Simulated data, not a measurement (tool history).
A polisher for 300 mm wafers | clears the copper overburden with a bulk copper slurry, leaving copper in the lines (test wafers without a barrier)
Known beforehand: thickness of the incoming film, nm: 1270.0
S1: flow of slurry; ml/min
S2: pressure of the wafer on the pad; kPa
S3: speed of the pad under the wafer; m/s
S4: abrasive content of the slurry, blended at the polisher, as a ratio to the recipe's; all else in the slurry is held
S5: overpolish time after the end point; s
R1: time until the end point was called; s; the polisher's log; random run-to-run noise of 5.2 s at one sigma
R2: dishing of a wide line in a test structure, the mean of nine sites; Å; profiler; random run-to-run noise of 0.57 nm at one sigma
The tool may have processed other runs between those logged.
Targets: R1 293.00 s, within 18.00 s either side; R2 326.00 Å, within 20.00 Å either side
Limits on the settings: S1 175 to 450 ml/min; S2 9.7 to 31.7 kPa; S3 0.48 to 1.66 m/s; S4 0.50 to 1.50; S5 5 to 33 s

run	day	S1	S2	S3	S4	S5	R1	R2
1	0.000	290	20.7	1.06	1.00	17	153.34	933.29
2	0.371	290	20.7	0.92	1.00	17	182.36	832.92
3	0.562	290	22.8	0.92	1.00	17	167.48	879.89
4	0.854	355	22.8	0.92	1.00	17	160.66	919.46
5	1.175	355	20.0	0.92	1.00	17	185.69	827.04
6	1.475	390	20.0	0.92	1.00	17	177.82	834.44
7	1.758	400	17.2	0.88	1.00	14	219.02	647.64
8	2.079	395	15.2	0.90	0.95	11	242.54	466.20
9	2.317	390	14.5	0.90	0.90	10	242.46	429.38
10	2.412	390	9.7	0.88	0.90	8	346.28	250.34
11	2.696	395	10.3	0.88	0.90	8	319.59	263.17

Which single option among these 5 for the next run brings every result within its allowed miss of target? Just one does.
A	2.979	420	11.0	0.82	0.75	12	?	?
B	2.979	320	13.8	0.72	0.85	12	?	?
C	2.979	380	10.3	0.86	0.90	12	?	?
D	2.979	330	9.7	0.80	1.00	8	?	?
E	2.979	365	11.0	0.94	1.00	9	?	?

move	R1	R2
A	341.52	378.79
B	325.39	399.22
C	334.02	384.98
D	373.86	241.79
E	287.47	342.30
A: moves the result that the last run missed by most past its target, out the other side
B: moves the result that the last run missed by most past its target, out the other side
C: moves the result that the last run missed by most past its target, out the other side
D: its largest miss is bigger than the last run's
E: each result inside its tolerance
E is the move that brings every result within its allowed miss.

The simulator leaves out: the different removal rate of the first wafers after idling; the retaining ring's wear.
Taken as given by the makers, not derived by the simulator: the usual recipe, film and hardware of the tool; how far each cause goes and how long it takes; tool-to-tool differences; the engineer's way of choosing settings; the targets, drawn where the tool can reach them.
